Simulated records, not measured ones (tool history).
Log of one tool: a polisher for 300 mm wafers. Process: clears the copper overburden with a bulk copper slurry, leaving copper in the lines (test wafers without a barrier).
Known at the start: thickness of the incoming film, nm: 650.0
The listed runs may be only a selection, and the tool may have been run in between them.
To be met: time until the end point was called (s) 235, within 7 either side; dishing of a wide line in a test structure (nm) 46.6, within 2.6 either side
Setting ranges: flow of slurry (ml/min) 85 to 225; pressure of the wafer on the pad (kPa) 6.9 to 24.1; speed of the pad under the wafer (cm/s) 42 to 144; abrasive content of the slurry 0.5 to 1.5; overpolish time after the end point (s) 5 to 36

run	day	flow of slurry (ml/min)	pressure of the wafer on the pad (kPa)	speed of the pad under the wafer (cm/s)	abrasive content of the slurry	overpolish time after the end point (s)	time until the end point was called (s)	dishing of a wide line in a test structure (nm)
1	0	145	15.2	92	1	18	133.99	48.171
2	0.242	145	15.2	92	1	14	135.32	39.927
3	0.267	145	15.2	92	1	17	137.46	45.987
4	0.5	135	13.1	92	1	20	154.14	45.527
5	0.712	155	13.1	92	1	20	149.71	46.552
6	0.788	155	13.1	82	1	20	168.97	43.443
7	1.162	145	11.7	80	1	23	188.95	43.517
8	1.208	135	11	80	1	25	201.33	43.573
9	1.558	125	10.3	80	1	27	207.98	44.902
10	1.592	120	9.7	80	1	28	222.6	42.498

Of the 5 settings listed for the next run, only one would bring every result within its allowed miss of target. Which one?
A	1.625	140	10.3	64	0.9	35	?	?
B	1.625	100	15.9	56	0.95	28	?	?
C	1.625	125	9	72	1.05	36	?	?
D	1.625	100	11.7	64	1.1	26	?	?
E	1.625	90	8.3	96	0.8	33	?	?

move	time until the end point was called (s)	dishing of a wide line in a test structure (nm)
A	259.48	46.115
B	216.39	47.569
C	256.93	46.158
D	238.89	40.841
E	235.9	45.549
A: the result that was furthest off in the last run now lies on the other side of its target
B: the biggest miss grows against the last run
C: the result that was furthest off in the last run now lies on the other side of its target
D: brings the last run's worst result on target, with another outside its allowed miss
E: in spec on every target
E meets every target.

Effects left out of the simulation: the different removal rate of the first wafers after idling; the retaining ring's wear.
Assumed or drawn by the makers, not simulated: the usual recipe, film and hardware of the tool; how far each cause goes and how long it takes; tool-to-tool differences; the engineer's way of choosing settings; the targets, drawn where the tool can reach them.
